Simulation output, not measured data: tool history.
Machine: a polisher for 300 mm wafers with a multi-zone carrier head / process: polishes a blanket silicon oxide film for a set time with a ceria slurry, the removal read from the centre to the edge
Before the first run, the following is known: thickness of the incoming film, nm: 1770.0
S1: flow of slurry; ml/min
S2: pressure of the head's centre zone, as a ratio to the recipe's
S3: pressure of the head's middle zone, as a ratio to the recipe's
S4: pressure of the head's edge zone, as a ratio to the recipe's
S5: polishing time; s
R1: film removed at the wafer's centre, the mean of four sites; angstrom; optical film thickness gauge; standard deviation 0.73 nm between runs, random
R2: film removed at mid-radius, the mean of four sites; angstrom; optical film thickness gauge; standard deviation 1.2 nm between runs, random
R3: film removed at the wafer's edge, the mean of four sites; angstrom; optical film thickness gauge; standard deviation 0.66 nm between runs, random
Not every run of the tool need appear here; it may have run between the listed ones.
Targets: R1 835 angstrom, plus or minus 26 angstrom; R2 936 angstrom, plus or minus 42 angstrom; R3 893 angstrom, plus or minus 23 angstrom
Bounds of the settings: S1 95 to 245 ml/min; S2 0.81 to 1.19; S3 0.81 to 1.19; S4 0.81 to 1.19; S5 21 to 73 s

Run 1, hour 0: S1 155 ml/min, S2 1, S3 1, S4 1, S5 47 s. Result: R1 1215.3 angstrom, R2 1104.8 angstrom, R3 1127.1 angstrom.
Run 2, hour 2.2: S1 155 ml/min, S2 0.94, S3 1, S4 1, S5 47 s. Result: R1 1122.9 angstrom, R2 1118.3 angstrom, R3 1124.1 angstrom.
Run 3, hour 8.3: S1 145 ml/min, S2 0.91, S3 0.99, S4 0.96, S5 45 s. Result: R1 1031 angstrom, R2 1018.2 angstrom, R3 1047.2 angstrom.
Run 4, hour 9.6: S1 145 ml/min, S2 0.91, S3 0.99, S4 0.96, S5 37 s. Result: R1 848.84 angstrom, R2 852.02 angstrom, R3 858.59 angstrom.
Run 5, hour 16.7: S1 150 ml/min, S2 0.9, S3 1, S4 0.97, S5 37 s. Result: R1 827.43 angstrom, R2 862.5 angstrom, R3 860.14 angstrom.
Run 6, hour 21.1: S1 155 ml/min, S2 0.9, S3 1.01, S4 0.98, S5 37 s. Result: R1 849.48 angstrom, R2 887.87 angstrom, R3 872.93 angstrom.
At hour 26.6: centre zone pressure recalibrated.
Run 7, hour 26.6: S1 155 ml/min, S2 0.89, S3 1.02, S4 0.99, S5 37 s. Result: R1 744.87 angstrom, R2 880.66 angstrom, R3 877.51 angstrom.
Run 8, hour 29.9: S1 165 ml/min, S2 0.9, S3 1.02, S4 0.99, S5 37 s. Result: R1 788.07 angstrom, R2 891.21 angstrom, R3 875.31 angstrom.
Run 9, hour 32.5: S1 190 ml/min, S2 0.9, S3 1.05, S4 1, S5 37 s. Result: R1 807.89 angstrom, R2 928.85 angstrom, R3 906.39 angstrom.
Run 10, hour 37.6: S1 190 ml/min, S2 0.9, S3 1.05, S4 0.99, S5 37 s. Result: R1 799.29 angstrom, R2 938.66 angstrom, R3 893.1 angstrom.
Run 11, hour 39.5: S1 190 ml/min, S2 0.91, S3 1.05, S4 0.99, S5 37 s. Result: R1 814.2 angstrom, R2 929.49 angstrom, R3 898.49 angstrom.

Which one of the following 5 next-run settings gets every result inside its allowed miss? There is exactly one.
Run A, hour 41.4: S1 140 ml/min, S2 0.88, S3 1.11, S4 0.96, S5 39 s. Result: R1 ?, R2 ?, R3 ?.
Run B, hour 41.4: S1 190 ml/min, S2 0.95, S3 0.96, S4 1.05, S5 38 s. Result: R1 ?, R2 ?, R3 ?.
Run C, hour 41.4: S1 185 ml/min, S2 0.91, S3 1.06, S4 1.09, S5 36 s. Result: R1 ?, R2 ?, R3 ?.
Run D, hour 41.4: S1 185 ml/min, S2 0.9, S3 1, S4 1.01, S5 37 s. Result: R1 ?, R2 ?, R3 ?.
Run E, hour 41.4: S1 240 ml/min, S2 0.92, S3 1.05, S4 0.97, S5 36 s. Result: R1 ?, R2 ?, R3 ?.

move      R1      R2      R3
   A  772.74     965  894.51
   B  861.82  891.74  946.89
   C  778.77  903.39  910.23
   D  791.25  890.51  901.53
   E  818.94  929.41   882.6
A: misses by more than the last run did
B: pushes the last run's worst result past its target
C: misses by more than the last run did
D: misses by more than the last run did
E: hits every target within its allowed miss
Go with E: it meets all targets.
